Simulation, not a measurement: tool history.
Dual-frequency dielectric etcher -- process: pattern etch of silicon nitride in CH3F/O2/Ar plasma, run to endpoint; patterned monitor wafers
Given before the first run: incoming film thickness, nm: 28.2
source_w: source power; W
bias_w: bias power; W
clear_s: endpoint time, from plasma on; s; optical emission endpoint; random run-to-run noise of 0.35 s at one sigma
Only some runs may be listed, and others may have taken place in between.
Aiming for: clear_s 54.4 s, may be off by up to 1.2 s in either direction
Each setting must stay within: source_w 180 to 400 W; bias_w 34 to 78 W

run    day  source_w  bias_w  clear_s
  1      0       290      56    47.84
  2  0.317       340      56    44.62
  3  0.438       310      54   47.567
  4   0.75       290      53   49.103
  5  0.988       320      53   47.076
  6  1.117       280      53   50.402
  7  1.304       270      53   50.968
  8  1.517       260      53   52.018
  9   1.65       250      53   52.727

Which one of the following 5 next-run settings gets every result inside its allowed miss? There is exactly one.
  A  1.783       210      77        ?
  B  1.783       250      61        ?
  C  1.783       230      63        ?
  D  1.783       220      59        ?
  E  1.783       230      64        ?

move  clear_s
   A   50.837
   B   50.799
   C   52.309
   D   54.754
   E   52.013
A: lands further from the targets than the last run did
B: lands further from the targets than the last run did
C: lands further from the targets than the last run did
D: every result within its allowed miss
E: lands further from the targets than the last run did
So the answer is move D, the one that meets all the targets.

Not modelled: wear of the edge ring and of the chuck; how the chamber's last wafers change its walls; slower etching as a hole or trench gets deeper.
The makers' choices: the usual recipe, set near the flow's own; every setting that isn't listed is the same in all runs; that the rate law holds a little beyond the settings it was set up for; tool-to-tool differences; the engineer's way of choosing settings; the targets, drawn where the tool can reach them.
